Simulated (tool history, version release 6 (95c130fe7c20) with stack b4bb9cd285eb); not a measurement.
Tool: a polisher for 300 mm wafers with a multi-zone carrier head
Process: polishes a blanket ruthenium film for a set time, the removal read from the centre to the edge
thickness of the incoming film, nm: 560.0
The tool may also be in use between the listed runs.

run	hour	flow of slurry (ml/min)	pressure of the head's centre zone	pressure of the head's middle zone	pressure of the head's edge zone	polishing time (s)	film removed at the wafer's centre (angstrom)	film removed at mid-radius (angstrom)	film removed at the wafer's edge (angstrom)
1	0.0	205	1.00	1.00	1.00	40	257.08	287.25	289.60
2	1.2	230	1.00	1.00	1.00	40	261.93	291.47	291.30
3	4.4	235	1.02	0.99	1.00	42	284.32	309.90	307.18
4	12.8	235	1.09	0.99	1.00	42	299.77	309.56	305.24
# hour 18.0: centre zone pressure recalibrated
5	18.0	235	1.09	0.99	1.06	42	332.19	302.99	317.11
6	24.5	235	1.09	0.99	0.98	42	341.29	300.70	306.42

Run 7 comes next. What will it give?
7	27.7	235	1.10	0.99	1.00	43	?	?	?

Run 7 gave film removed at the wafer's centre (angstrom) 342.20, film removed at mid-radius (angstrom) 311.64, film removed at the wafer's edge (angstrom) 320.44.
